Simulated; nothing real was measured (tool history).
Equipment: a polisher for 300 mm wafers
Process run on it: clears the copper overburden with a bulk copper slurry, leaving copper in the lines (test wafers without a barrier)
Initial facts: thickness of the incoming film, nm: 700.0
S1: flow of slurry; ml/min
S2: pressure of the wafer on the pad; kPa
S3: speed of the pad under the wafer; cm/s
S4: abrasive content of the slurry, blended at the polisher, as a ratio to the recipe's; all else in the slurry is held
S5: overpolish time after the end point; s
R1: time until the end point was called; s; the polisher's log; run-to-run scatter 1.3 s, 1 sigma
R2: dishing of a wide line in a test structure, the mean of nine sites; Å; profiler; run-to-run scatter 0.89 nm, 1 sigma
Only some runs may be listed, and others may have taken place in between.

run  hour   S1    S2   S3   S4  S5      R1      R2
  1   0.0  245  20.7  102  1.0  13  75.462  600.37
  2   4.1  245  19.3  102  1.0  14  76.898  610.76
  3   5.4  245  22.8  102  1.0  14  69.959  668.82
  4  14.4  245  20.7  100  1.0  15  75.842  653.13
  5  19.9  245  19.3   98  1.0  16  81.356  645.52
  6  20.6  245  17.9   98  1.0  17  83.805  640.85

Run 7 comes next. What will it give?
  7  28.1  245  16.5  96  1.0  18   ?   ?

Run 7 came out at R1 91.408 s, R2 641.16 Å.
